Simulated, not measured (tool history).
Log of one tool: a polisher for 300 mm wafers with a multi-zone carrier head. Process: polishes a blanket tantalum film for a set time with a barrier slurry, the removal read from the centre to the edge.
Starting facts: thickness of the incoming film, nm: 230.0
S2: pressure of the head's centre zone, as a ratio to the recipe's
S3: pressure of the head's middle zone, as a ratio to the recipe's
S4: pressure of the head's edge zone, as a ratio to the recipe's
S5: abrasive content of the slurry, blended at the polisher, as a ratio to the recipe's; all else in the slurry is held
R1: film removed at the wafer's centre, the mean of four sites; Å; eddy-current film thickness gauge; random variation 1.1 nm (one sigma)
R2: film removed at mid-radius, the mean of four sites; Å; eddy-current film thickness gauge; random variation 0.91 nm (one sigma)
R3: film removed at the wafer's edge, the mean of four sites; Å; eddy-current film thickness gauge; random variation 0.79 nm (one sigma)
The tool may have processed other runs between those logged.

Run 1, day 0.000: flow of slurry (ml/min) 185, S2 1.00, S3 1.00, S4 1.00, S5 1.0, polishing time (s) 61. Result: R1 727.09 Å, R2 685.74 Å, R3 712.94 Å.
Run 2, day 0.112: flow of slurry (ml/min) 185, S2 1.00, S3 0.93, S4 1.00, S5 1.0, polishing time (s) 61. Result: R1 703.34 Å, R2 651.98 Å, R3 713.74 Å.
Run 3, day 0.233: flow of slurry (ml/min) 190, S2 1.01, S3 0.94, S4 1.01, S5 1.0, polishing time (s) 61. Result: R1 722.44 Å, R2 664.65 Å, R3 728.15 Å.
Run 4, day 0.571: flow of slurry (ml/min) 190, S2 1.01, S3 0.94, S4 1.01, S5 1.0, polishing time (s) 75. Result: R1 885.28 Å, R2 828.39 Å, R3 886.12 Å.
Run 5, day 0.817: flow of slurry (ml/min) 150, S2 1.01, S3 0.94, S4 1.01, S5 1.0, polishing time (s) 75. Result: R1 866.05 Å, R2 793.06 Å, R3 871.04 Å.
Run 6, day 0.992: flow of slurry (ml/min) 150, S2 1.01, S3 0.88, S4 1.01, S5 1.0, polishing time (s) 75. Result: R1 870.67 Å, R2 760.28 Å, R3 884.36 Å.

Predict the results of run 7:
Run 7, day 1.150: flow of slurry (ml/min) 150, S2 1.02, S3 0.88, S4 1.00, S5 1.0, polishing time (s) 75. Result: R1 ?, R2 ?, R3 ?.

R1: 867.76 Å
R2: 760.46 Å
R3: 874.75 Å

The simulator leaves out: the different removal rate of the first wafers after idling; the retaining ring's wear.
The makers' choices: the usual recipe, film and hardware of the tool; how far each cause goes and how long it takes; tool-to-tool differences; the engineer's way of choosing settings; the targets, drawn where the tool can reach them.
